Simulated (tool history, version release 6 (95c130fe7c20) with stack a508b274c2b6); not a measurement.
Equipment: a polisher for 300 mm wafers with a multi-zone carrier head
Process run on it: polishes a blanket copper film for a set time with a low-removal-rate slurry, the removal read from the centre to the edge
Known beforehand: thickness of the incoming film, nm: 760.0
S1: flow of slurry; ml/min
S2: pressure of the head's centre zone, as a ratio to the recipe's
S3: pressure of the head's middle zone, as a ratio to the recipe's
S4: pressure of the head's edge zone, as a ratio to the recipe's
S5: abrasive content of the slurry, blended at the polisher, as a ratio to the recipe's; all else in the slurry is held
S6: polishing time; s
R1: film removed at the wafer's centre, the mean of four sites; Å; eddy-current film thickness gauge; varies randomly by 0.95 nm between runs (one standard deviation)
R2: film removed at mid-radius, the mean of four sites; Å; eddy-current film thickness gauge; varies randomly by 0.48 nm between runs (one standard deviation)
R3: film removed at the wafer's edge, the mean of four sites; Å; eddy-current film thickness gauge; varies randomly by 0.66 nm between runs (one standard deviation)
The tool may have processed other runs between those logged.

run	hour	S1	S2	S3	S4	S5	S6	R1	R2	R3
1	0.0	225	1.00	1.00	1.00	1.00	43	740.47	728.74	728.49
2	0.5	240	1.02	0.97	1.05	1.10	43	773.12	733.36	768.94
3	3.1	240	1.02	0.97	1.05	1.10	35	637.25	593.91	632.34
4	6.8	240	1.02	0.97	1.05	1.10	25	450.78	423.85	445.79
5	11.2	250	1.04	0.95	1.09	1.20	29	544.75	500.46	542.74
6	16.1	250	1.04	0.95	1.09	1.20	34	654.08	579.69	628.43
7	17.4	250	1.03	0.93	1.12	1.30	36	700.03	619.58	694.79
8	24.0	250	1.03	0.92	1.14	1.35	38	734.59	657.16	752.79
9	28.0	255	1.04	0.91	1.15	1.40	39	757.42	667.98	771.45
10	29.5	245	1.08	0.87	1.19	1.50	48	1007.20	811.44	978.09
11	38.4	230	1.07	0.87	1.18	1.50	48	984.30	797.61	972.75

The next listed run, before its measurement:
12	39.0	220	1.06	0.87	1.17	1.50	48	?	?	?

For run 12 the tool returned R1 951.75 Å, R2 797.46 Å, R3 959.29 Å.

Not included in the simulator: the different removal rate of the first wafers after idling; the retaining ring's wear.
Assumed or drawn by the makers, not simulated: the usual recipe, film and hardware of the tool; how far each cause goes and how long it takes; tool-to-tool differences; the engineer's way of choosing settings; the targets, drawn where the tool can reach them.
